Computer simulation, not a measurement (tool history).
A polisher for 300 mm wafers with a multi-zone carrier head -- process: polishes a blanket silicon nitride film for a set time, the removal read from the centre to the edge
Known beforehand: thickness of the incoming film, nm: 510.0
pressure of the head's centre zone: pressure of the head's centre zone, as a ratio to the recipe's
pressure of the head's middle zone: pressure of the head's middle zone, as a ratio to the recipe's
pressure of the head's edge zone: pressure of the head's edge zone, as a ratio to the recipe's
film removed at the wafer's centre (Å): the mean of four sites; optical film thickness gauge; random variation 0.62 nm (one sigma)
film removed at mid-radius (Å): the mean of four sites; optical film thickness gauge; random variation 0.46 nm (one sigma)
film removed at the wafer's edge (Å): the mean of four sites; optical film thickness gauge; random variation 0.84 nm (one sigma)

| run | day | flow of slurry (ml/min) | pressure of the head's centre zone | pressure of the head's middle zone | pressure of the head's edge zone | polishing time (s) | film removed at the wafer's centre (Å) | film removed at mid-radius (Å) | film removed at the wafer's edge (Å) |
|---|---|---|---|---|---|---|---|---|---|
| 1 | 0.000 | 240 | 1.00 | 1.00 | 1.00 | 39 | 562.87 | 568.58 | 581.18 |
| 2 | 0.233 | 245 | 1.01 | 1.00 | 1.06 | 42 | 611.07 | 608.51 | 635.31 |
| 3 | 0.604 | 285 | 1.01 | 1.00 | 1.06 | 42 | 620.58 | 622.16 | 649.42 |
| 4 | 0.725 | 300 | 1.02 | 0.99 | 1.10 | 44 | 669.51 | 642.68 | 688.03 |
| 5 | 0.796 | 300 | 0.95 | 0.99 | 1.10 | 44 | 629.71 | 646.46 | 700.58 |
| 6 | 1.150 | 300 | 0.95 | 0.99 | 1.16 | 44 | 626.18 | 646.61 | 709.60 |
| 7 | 1.242 | 310 | 0.97 | 0.98 | 1.17 | 46 | 663.48 | 667.56 | 750.44 |

Estimate the outcome of run 8 from the log above:
| 8 | 1.600 | 320 | 0.99 | 0.98 | 1.17 | 47 | ? | ? | ? |

Logged for run 8: film removed at the wafer's centre (Å) 696.06, film removed at mid-radius (Å) 688.60, film removed at the wafer's edge (Å) 776.45.

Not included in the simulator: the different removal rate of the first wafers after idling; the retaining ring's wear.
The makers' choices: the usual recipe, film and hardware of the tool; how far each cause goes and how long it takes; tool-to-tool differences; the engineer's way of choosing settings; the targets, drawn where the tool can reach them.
